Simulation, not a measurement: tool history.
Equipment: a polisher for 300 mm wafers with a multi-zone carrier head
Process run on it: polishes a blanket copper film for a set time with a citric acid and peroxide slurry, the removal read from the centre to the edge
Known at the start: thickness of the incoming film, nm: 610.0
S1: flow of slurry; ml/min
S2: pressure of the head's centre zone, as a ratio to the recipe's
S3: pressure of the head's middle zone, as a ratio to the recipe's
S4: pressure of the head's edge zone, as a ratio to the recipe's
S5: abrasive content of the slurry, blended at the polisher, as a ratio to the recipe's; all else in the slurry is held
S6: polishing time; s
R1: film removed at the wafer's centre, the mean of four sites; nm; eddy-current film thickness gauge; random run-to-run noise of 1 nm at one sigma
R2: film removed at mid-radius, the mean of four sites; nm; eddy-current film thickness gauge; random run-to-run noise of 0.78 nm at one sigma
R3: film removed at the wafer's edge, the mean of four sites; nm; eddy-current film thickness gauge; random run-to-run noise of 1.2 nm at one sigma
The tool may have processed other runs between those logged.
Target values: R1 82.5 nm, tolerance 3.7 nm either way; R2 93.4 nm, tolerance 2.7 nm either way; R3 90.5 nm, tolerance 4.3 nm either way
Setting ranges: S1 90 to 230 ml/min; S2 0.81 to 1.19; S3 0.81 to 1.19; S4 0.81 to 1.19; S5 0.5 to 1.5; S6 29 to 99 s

run	hour	S1	S2	S3	S4	S5	S6	R1	R2	R3
1	0	150	1	1	1	1	64	135.48	132.73	133.06
2	2.3	150	1	1	1	1	77	165.63	159.87	160.9
3	2.9	145	0.97	0.99	0.97	0.9	71	138.76	143.53	140.96
4	11.5	145	0.94	0.99	0.97	0.9	71	132.69	143.16	140.96
5	18.7	145	0.94	1.03	0.97	0.9	71	136.09	149.68	143.61
6	27.6	160	0.94	1.03	0.97	0.9	71	136.82	151.6	138.2
7	32.6	165	0.93	0.99	0.96	0.8	67	126.99	133.74	131.44
8	41.1	170	0.91	0.98	0.94	0.75	63	116.68	122.95	120.73
9	44.7	170	0.89	0.98	0.92	0.7	60	106.46	115.66	113.78
10	45.4	135	0.87	0.98	0.82	0.5	51	80.872	91.104	83.56
11	53.8	140	0.87	0.98	0.84	0.5	51	81.705	92.094	87.097
12	60.8	140	0.87	0.98	0.85	0.5	51	81.594	92.13	86.721
13	69.2	140	0.87	0.98	0.85	0.5	51	82.163	91.002	86.971
14	74.9	140	0.87	0.98	0.86	0.5	51	80.118	90.182	87.32

Which of these 4 next moves meets every target?
A	80.6	140	0.87	0.99	0.91	0.55	51	?	?	?
B	80.6	145	0.85	0.9	0.96	0.55	50	?	?	?
C	80.6	135	0.83	0.93	0.95	0.6	48	?	?	?
D	80.6	135	0.93	0.96	0.83	0.5	51	?	?	?

move	R1	R2	R3
A	82.132	92.585	90.616
B	79.045	84.23	91.454
C	74.382	83.542	88.051
D	85.895	88.279	85.336
A: each result inside its tolerance
B: misses by more than the last run did
C: misses by more than the last run did
D: misses by more than the last run did
Move A is the one to make.

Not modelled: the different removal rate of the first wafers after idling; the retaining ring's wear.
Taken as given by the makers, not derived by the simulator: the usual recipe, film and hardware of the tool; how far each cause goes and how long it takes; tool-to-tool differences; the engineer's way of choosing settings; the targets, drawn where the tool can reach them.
